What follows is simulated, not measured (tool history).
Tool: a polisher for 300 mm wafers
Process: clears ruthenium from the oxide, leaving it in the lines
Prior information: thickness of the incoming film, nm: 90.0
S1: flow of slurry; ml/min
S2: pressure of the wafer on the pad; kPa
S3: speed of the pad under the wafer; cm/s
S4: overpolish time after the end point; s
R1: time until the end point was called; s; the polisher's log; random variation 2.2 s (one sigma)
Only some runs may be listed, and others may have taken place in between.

| run | hour | S1 | S2 | S3 | S4 | R1 |
|---|---|---|---|---|---|---|
| 1 | 0 | 265 | 9 | 80 | 6 | 145.85 |
| 2 | 1.2 | 265 | 9 | 80 | 5 | 145.18 |
| 3 | 4.7 | 265 | 7.6 | 80 | 5 | 169.51 |
| 4 | 6.9 | 265 | 7.6 | 90 | 5 | 151.13 |
| 5 | 13.3 | 265 | 9.7 | 90 | 5 | 120.8 |
| 6 | 19.8 | 265 | 9.7 | 80 | 5 | 134.9 |
| 7 | 21.6 | 265 | 8.3 | 80 | 5 | 158.13 |
| 8 | 30 | 265 | 7.6 | 80 | 5 | 168.66 |
| 9 | 32.6 | 260 | 4.8 | 78 | 5 | 268.64 |
| 10 | 40.4 | 270 | 5.5 | 78 | 5 | 233.02 |
| 11 | 47.2 | 280 | 5.5 | 78 | 5 | 234.42 |
| 12 | 51.2 | 285 | 5.5 | 78 | 5 | 232.7 |
| 13 | 59.4 | 290 | 5.5 | 78 | 5 | 234.19 |
| 14 | 61.5 | 290 | 6.2 | 78 | 5 | 206.53 |
| 15 | 69.6 | 280 | 6.2 | 78 | 5 | 208.05 |
| 16 | 76.3 | 270 | 6.2 | 78 | 5 | 210.25 |
| 17 | 79.6 | 270 | 5.5 | 78 | 5 | 232.36 |
| 18 | 82.5 | 275 | 5.5 | 78 | 5 | 234.91 |
| 19 | 87.2 | 285 | 5.5 | 78 | 5 | 234.4 |
| 20 | 95.4 | 285 | 6.2 | 78 | 5 | 206.81 |
| 21 | 104.4 | 280 | 5.5 | 78 | 5 | 235.4 |
| 22 | 106.6 | 310 | 6.2 | 78 | 5 | 205.09 |

For run 23, what comes out?
| 23 | 112.4 | 300 | 6.2 | 78 | 5 | ? |

Run 23 came out at R1 206.15 s.
